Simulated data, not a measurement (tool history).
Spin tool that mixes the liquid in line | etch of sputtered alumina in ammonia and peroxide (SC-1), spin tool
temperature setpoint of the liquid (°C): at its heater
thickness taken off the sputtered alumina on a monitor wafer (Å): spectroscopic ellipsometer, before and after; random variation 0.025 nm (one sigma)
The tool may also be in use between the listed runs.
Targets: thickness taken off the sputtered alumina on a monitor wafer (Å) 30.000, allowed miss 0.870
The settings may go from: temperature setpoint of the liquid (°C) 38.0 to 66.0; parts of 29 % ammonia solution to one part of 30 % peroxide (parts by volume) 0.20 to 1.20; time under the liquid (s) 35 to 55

run  hour  temperature setpoint of the liquid (°C)  parts of 29 % ammonia solution to one part of 30 % peroxide (parts by volume)  time under the liquid (s)  thickness taken off the sputtered alumina on a monitor wafer (Å)
  1   0.0                                     50.0                                                                           0.75                         55                                                            22.113
  2   5.6                                     50.0                                                                           0.95                         55                                                            22.489
  3  10.1                                     45.0                                                                           0.95                         55                                                            17.436
  4  15.7                                     45.0                                                                           1.15                         55                                                            17.446
  5  17.5                                     45.0                                                                           0.90                         55                                                            17.121
  6  19.2                                     47.5                                                                           0.90                         55                                                            19.843
     23.7  -- ammonia flow meter replaced
  7  23.7                                     49.5                                                                           0.90                         55                                                            22.570
  8  25.4                                     50.5                                                                           0.90                         55                                                            23.127
  9  33.1                                     51.5                                                                           0.90                         55                                                            24.531
 10  35.8                                     52.5                                                                           0.90                         55                                                            26.140
 11  44.0                                     53.0                                                                           0.90                         55                                                            26.700

4 next moves are on the table. One of them brings every result within its allowed miss. Which?
  A  52.2                                     56.5                                                                           0.75                         55                                                                 ?
  B  52.2                                     57.0                                                                           0.80                         55                                                                 ?
  C  52.2                                     56.5                                                                           1.00                         55                                                                 ?
  D  52.2                                     55.5                                                                           0.65                         55                                                                 ?

move  thickness taken off the sputtered alumina on a monitor wafer (Å)
   A                                                            31.835
   B                                                            32.881
   C                                                            32.714
   D                                                            29.793
A: takes the result that was furthest off past its target
B: takes the result that was furthest off past its target
C: takes the result that was furthest off past its target
D: meets every target
Answer: D

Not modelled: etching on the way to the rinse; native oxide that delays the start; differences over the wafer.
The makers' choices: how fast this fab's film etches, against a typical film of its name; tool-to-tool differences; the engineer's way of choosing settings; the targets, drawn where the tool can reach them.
